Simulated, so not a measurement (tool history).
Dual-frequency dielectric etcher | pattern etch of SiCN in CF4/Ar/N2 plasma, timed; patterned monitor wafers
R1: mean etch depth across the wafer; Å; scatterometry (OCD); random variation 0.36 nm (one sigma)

run 1 hour=0 | source_power_(kW)=0.52 bias_power_(kW)=0.056 Ar_flow_(sccm)=137 CF4_flow_(sccm)=76 etch_time_(s)=68 | R1=566.98
run 2 hour=1.9 | source_power_(kW)=0.52 bias_power_(kW)=0.056 Ar_flow_(sccm)=154 CF4_flow_(sccm)=76 etch_time_(s)=68 | R1=561.96
run 3 hour=4.4 | source_power_(kW)=0.52 bias_power_(kW)=0.066 Ar_flow_(sccm)=154 CF4_flow_(sccm)=76 etch_time_(s)=68 | R1=613.14
run 4 hour=10.4 | source_power_(kW)=0.49 bias_power_(kW)=0.066 Ar_flow_(sccm)=154 CF4_flow_(sccm)=76 etch_time_(s)=68 | R1=571.31
run 5 hour=18.5 | source_power_(kW)=0.48 bias_power_(kW)=0.066 Ar_flow_(sccm)=154 CF4_flow_(sccm)=76 etch_time_(s)=68 | R1=561.65
run 6 hour=25.6 | source_power_(kW)=0.48 bias_power_(kW)=0.066 Ar_flow_(sccm)=154 CF4_flow_(sccm)=84 etch_time_(s)=68 | R1=573.95

The next listed run, before its measurement:
run 7 hour=29.5 | source_power_(kW)=0.47 bias_power_(kW)=0.066 Ar_flow_(sccm)=154 CF4_flow_(sccm)=84 etch_time_(s)=68 | R1=?

{"run 7": {"R1": 566.97}}
